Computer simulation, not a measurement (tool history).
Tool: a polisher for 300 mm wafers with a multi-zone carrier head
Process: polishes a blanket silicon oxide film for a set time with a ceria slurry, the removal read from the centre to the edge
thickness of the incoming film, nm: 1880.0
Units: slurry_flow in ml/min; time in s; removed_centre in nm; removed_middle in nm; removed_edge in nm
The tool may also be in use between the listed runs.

| run | hour | slurry_flow | centre_zone | middle_zone | edge_zone | time | removed_centre | removed_middle | removed_edge |
|---|---|---|---|---|---|---|---|---|---|
| 1 | 0.0 | 185 | 1.00 | 1.00 | 1.00 | 76 | 571.93 | 575.55 | 581.97 |
| 2 | 6.3 | 185 | 1.06 | 1.00 | 1.00 | 76 | 594.16 | 572.83 | 576.82 |
| 3 | 12.1 | 205 | 1.06 | 1.00 | 1.00 | 76 | 608.56 | 584.24 | 600.99 |
| 4 | 19.8 | 205 | 1.10 | 1.00 | 1.00 | 76 | 628.06 | 593.86 | 582.35 |
| 5 | 22.1 | 205 | 1.10 | 1.00 | 0.96 | 76 | 647.04 | 590.36 | 586.72 |
| 6 | 24.8 | 190 | 1.05 | 0.98 | 1.00 | 69 | 549.55 | 515.72 | 542.69 |

The next listed run, before its measurement:
| 7 | 31.3 | 175 | 1.00 | 0.98 | 1.01 | 62 | ? | ? | ? |

{"run 7": {"removed_centre": 452.97, "removed_middle": 462.34, "removed_edge": 480.74}}

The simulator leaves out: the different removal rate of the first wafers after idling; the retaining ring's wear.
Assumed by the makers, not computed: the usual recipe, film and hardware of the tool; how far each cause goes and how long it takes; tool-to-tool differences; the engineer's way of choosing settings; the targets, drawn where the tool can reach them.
